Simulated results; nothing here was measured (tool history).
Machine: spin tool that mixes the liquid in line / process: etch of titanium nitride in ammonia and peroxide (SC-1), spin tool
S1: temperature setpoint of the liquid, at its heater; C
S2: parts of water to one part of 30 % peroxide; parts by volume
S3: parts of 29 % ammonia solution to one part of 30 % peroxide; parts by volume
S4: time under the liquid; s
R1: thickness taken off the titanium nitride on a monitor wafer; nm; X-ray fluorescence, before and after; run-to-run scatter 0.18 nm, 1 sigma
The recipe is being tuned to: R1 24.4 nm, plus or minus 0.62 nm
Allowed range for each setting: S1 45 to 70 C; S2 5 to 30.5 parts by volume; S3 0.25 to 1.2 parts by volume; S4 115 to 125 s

| run | hour | S1 | S2 | S3 | S4 | R1 |
|---|---|---|---|---|---|---|
| 1 | 0 | 61 | 17 | 0.95 | 115 | 15.244 |
| 2 | 5.9 | 61 | 17 | 0.95 | 125 | 16.425 |
| 3 | 13 | 57 | 17 | 0.95 | 125 | 12.724 |
| 4 | 20.1 | 62.5 | 17 | 0.95 | 125 | 18.242 |
| 5 | 23.6 | 62.5 | 17 | 1.1 | 125 | 18.788 |
| 6 | 30.2 | 57.5 | 17 | 1.1 | 125 | 13.372 |
| 7 | 36.9 | 60.5 | 17 | 1.1 | 125 | 16.506 |
| 8 | 43.8 | 62.5 | 17 | 1.1 | 125 | 18.604 |
| 9 | 50.5 | 64 | 17 | 1.1 | 125 | 20.646 |
| 10 | 56.2 | 65 | 17 | 1.1 | 125 | 22.236 |
| 11 | 58.7 | 65 | 17 | 1.1 | 125 | 22.026 |
| 12 | 63.3 | 65.5 | 17 | 1.1 | 125 | 22.831 |
| 13 | 71.5 | 66 | 17 | 1.1 | 125 | 23.268 |

Which one of the following 4 next-run settings gets every result inside its allowed miss? There is exactly one.
| A | 79.7 | 68.5 | 22 | 1.2 | 125 | ? |
| B | 79.7 | 65.5 | 18 | 1.1 | 125 | ? |
| C | 79.7 | 63 | 13.5 | 1.2 | 125 | ? |
| D | 79.7 | 63.5 | 13.5 | 1.1 | 125 | ? |

| move | R1 |
|---|---|
| A | 23.889 |
| B | 21.731 |
| C | 21.858 |
| D | 22.268 |
A: every result within its allowed miss
B: moves away from the targets compared with the last run
C: moves away from the targets compared with the last run
D: moves away from the targets compared with the last run
So the answer is move A, the one that meets all the targets.
